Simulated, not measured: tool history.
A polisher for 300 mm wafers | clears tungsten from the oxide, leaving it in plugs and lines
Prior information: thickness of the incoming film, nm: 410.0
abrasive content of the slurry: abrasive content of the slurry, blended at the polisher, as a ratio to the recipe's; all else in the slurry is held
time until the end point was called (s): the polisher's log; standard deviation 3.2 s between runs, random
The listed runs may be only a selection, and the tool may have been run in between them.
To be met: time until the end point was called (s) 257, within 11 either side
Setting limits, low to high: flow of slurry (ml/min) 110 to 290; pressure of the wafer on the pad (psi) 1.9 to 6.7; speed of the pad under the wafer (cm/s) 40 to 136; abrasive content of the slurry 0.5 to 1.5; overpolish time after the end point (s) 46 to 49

| run | hour | flow of slurry (ml/min) | pressure of the wafer on the pad (psi) | speed of the pad under the wafer (cm/s) | abrasive content of the slurry | overpolish time after the end point (s) | time until the end point was called (s) |
|---|---|---|---|---|---|---|---|
| 1 | 0 | 185 | 4.3 | 88 | 1 | 46 | 90.184 |
| 2 | 8 | 180 | 3.5 | 74 | 1 | 46 | 133.48 |
| 3 | 15.8 | 180 | 3.5 | 74 | 1 | 46 | 131.5 |
| 4 | 24.3 | 175 | 3 | 66 | 1 | 46 | 168.75 |
| 5 | 29 | 175 | 3 | 66 | 1 | 49 | 170.19 |
| 6 | 29.6 | 150 | 3 | 66 | 1 | 49 | 174.59 |
| 7 | 31.2 | 140 | 1.9 | 54 | 1 | 49 | 331.25 |
| 8 | 39.9 | 165 | 2 | 54 | 1 | 49 | 311.35 |
| 9 | 48.1 | 165 | 2.2 | 54 | 1 | 49 | 283.2 |

Exercise: of the 5 proposed moves below, exactly one satisfies all targets within the stated allowed misses. Which move is it?
| A | 56.3 | 170 | 2.6 | 58 | 1 | 48 | ? |
| B | 56.3 | 125 | 2.8 | 58 | 0.9 | 49 | ? |
| C | 56.3 | 190 | 2.9 | 50 | 0.9 | 47 | ? |
| D | 56.3 | 180 | 1.9 | 56 | 0.95 | 48 | ? |
| E | 56.3 | 210 | 2.6 | 50 | 0.95 | 49 | ? |

| move | time until the end point was called (s) |
|---|---|
| A | 224.73 |
| B | 230.4 |
| C | 236.41 |
| D | 314.21 |
| E | 254.43 |
A: takes the result that was furthest off past its target
B: takes the result that was furthest off past its target
C: takes the result that was furthest off past its target
D: its largest miss is bigger than the last run's
E: all results land within tolerance of their targets
Go with E: it meets all targets.
